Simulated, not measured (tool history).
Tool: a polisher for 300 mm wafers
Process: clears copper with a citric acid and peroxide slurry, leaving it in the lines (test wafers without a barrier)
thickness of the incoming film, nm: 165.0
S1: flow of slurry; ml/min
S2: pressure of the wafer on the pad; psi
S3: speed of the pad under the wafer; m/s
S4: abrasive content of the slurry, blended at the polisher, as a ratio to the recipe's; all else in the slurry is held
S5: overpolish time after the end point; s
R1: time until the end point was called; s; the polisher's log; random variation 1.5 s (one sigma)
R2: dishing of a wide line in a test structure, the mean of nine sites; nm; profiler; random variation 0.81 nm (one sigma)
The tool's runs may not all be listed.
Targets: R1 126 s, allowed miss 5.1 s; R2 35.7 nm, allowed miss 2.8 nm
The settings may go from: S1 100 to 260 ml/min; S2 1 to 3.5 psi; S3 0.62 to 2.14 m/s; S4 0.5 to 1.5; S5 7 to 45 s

Run 1, hour 0: S1 165 ml/min, S2 2.2 psi, S3 1.38 m/s, S4 1, S5 23 s. Result: R1 68.662 s, R2 38.45 nm.
Run 2, hour 4.6: S1 160 ml/min, S2 1.8 psi, S3 1.36 m/s, S4 1, S5 27 s. Result: R1 84.926 s, R2 37.002 nm.
Run 3, hour 6.6: S1 160 ml/min, S2 2.2 psi, S3 1.36 m/s, S4 1, S5 27 s. Result: R1 70.959 s, R2 42.895 nm.
Run 4, hour 10.7: S1 155 ml/min, S2 1.8 psi, S3 1.34 m/s, S4 1, S5 30 s. Result: R1 85.134 s, R2 41.102 nm.
Run 5, hour 12.1: S1 155 ml/min, S2 1.5 psi, S3 1.32 m/s, S4 1, S5 32 s. Result: R1 103.13 s, R2 36.695 nm.
Run 6, hour 13.6: S1 155 ml/min, S2 1.3 psi, S3 1.32 m/s, S4 1, S5 32 s. Result: R1 118.1 s, R2 32.944 nm.
Run 7, hour 16.4: S1 155 ml/min, S2 1.3 psi, S3 1.32 m/s, S4 1, S5 33 s. Result: R1 118.84 s, R2 32.186 nm.
Run 8, hour 23: S1 155 ml/min, S2 1.3 psi, S3 1.32 m/s, S4 1, S5 35 s. Result: R1 117 s, R2 34.388 nm.
Run 9, hour 26.5: S1 155 ml/min, S2 1.3 psi, S3 1.32 m/s, S4 1, S5 36 s. Result: R1 119.96 s, R2 36.004 nm.
Run 10, hour 34.5: S1 155 ml/min, S2 1.3 psi, S3 1.32 m/s, S4 1, S5 36 s. Result: R1 118.72 s, R2 34.098 nm.
Run 11, hour 42.8: S1 155 ml/min, S2 1.3 psi, S3 1.32 m/s, S4 1, S5 36 s. Result: R1 116.41 s, R2 35.018 nm.
Run 12, hour 51.6: S1 155 ml/min, S2 1.3 psi, S3 1.32 m/s, S4 1, S5 37 s. Result: R1 118.21 s, R2 36.103 nm.
Run 13, hour 57.7: S1 155 ml/min, S2 1.3 psi, S3 1.32 m/s, S4 1, S5 38 s. Result: R1 117.5 s, R2 36.575 nm.

Which of these 5 next moves meets every target?
Run A, hour 63.8: S1 145 ml/min, S2 1.2 psi, S3 1.56 m/s, S4 0.95, S5 36 s. Result: R1 ?, R2 ?.
Run B, hour 63.8: S1 170 ml/min, S2 2.2 psi, S3 0.92 m/s, S4 0.85, S5 32 s. Result: R1 ?, R2 ?.
Run C, hour 63.8: S1 115 ml/min, S2 1.2 psi, S3 1.46 m/s, S4 0.85, S5 40 s. Result: R1 ?, R2 ?.
Run D, hour 63.8: S1 165 ml/min, S2 1.4 psi, S3 1.28 m/s, S4 1, S5 35 s. Result: R1 ?, R2 ?.
Run E, hour 63.8: S1 155 ml/min, S2 1.6 psi, S3 1.18 m/s, S4 1.1, S5 28 s. Result: R1 ?, R2 ?.

move      R1      R2
   A  109.22  36.779
   B  103.15  36.561
   C  122.64  36.491
   D  111.75  35.771
   E   106.1   31.32
A: further off than the last run
B: further off than the last run
C: meets every target
D: further off than the last run
E: further off than the last run
Answer: C
